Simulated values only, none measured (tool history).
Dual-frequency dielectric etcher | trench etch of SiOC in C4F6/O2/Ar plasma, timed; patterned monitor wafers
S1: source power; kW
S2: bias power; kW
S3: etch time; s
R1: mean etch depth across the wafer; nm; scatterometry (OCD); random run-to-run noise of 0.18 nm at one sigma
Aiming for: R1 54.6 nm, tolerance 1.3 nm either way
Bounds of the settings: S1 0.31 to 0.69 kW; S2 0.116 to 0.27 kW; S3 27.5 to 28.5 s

run 1 day=0 | S1=0.5 S2=0.193 S3=27.5 | R1=64.445
run 2 day=0.029 | S1=0.5 S2=0.193 S3=27.5 | R1=64.695
run 3 day=0.096 | S1=0.53 S2=0.193 S3=27.5 | R1=65.312
run 4 day=0.283 | S1=0.45 S2=0.193 S3=27.5 | R1=62.338
run 5 day=0.367 | S1=0.43 S2=0.187 S3=27.5 | R1=61.388
run 6 day=0.608 | S1=0.41 S2=0.18 S3=27.5 | R1=59.865
run 7 day=0.821 | S1=0.4 S2=0.175 S3=27.5 | R1=59.052
run 8 day=1.112 | S1=0.39 S2=0.171 S3=27.5 | R1=57.965
run 9 day=1.383 | S1=0.38 S2=0.169 S3=27.5 | R1=57.533

Exercise: of the 4 proposed moves below, exactly one satisfies all targets within the stated allowed misses. Which move is it?
run A day=1.654 | S1=0.36 S2=0.142 S3=28 | R1=?
run B day=1.654 | S1=0.41 S2=0.143 S3=28 | R1=?
run C day=1.654 | S1=0.36 S2=0.174 S3=28 | R1=?
run D day=1.654 | S1=0.31 S2=0.193 S3=28.5 | R1=?

move=A R1=54.965
move=B R1=57.122
move=C R1=57.893
move=D R1=58.228
A: every result lands within tolerance
B: an improvement on the last run, though not all results are within tolerance
C: moves away from the targets compared with the last run
D: moves away from the targets compared with the last run
Correct choice: A, which meets every target
